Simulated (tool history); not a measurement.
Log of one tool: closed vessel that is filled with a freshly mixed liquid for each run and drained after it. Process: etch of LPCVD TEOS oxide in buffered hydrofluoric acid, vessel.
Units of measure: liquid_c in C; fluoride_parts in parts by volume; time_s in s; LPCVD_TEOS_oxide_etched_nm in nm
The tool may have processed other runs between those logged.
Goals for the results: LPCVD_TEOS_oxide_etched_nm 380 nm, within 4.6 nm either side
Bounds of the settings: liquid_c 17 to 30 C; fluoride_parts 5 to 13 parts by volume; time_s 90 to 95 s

run,hour,liquid_c,fluoride_parts,time_s,LPCVD_TEOS_oxide_etched_nm
1,0,22,8,90,459.04
2,8.1,22,9.5,90,387.04
3,14,22,8.5,90,427.31
4,14.8,21.5,8.5,90,412.5
5,21.2,21.5,10,90,365.51
6,22.6,22,10,90,375.7
7,25.8,22.5,10,90,383.29
8,28.5,22,10,90,375.33
9,32.2,22,10,90,372.95
10,36,22.5,10,90,386.04
11,37.5,22,10,90,375.42
12,40.8,22.5,10,90,386.61

Consider the 4 candidate settings below. Which is the only one whose results all fall within their allowed miss of target?
A,44.1,22,9,90,?
B,44.1,22.5,10.5,95,?
C,44.1,20,9,95,?
D,44.1,22.5,9.5,90,?

move,LPCVD_TEOS_oxide_etched_nm
A,398.76
B,386.15
C,376.62
D,396.21
A: moves away from the targets compared with the last run
B: closer than the last run, but not yet in spec
C: in spec on every target
D: moves away from the targets compared with the last run
The move that meets every target is C.
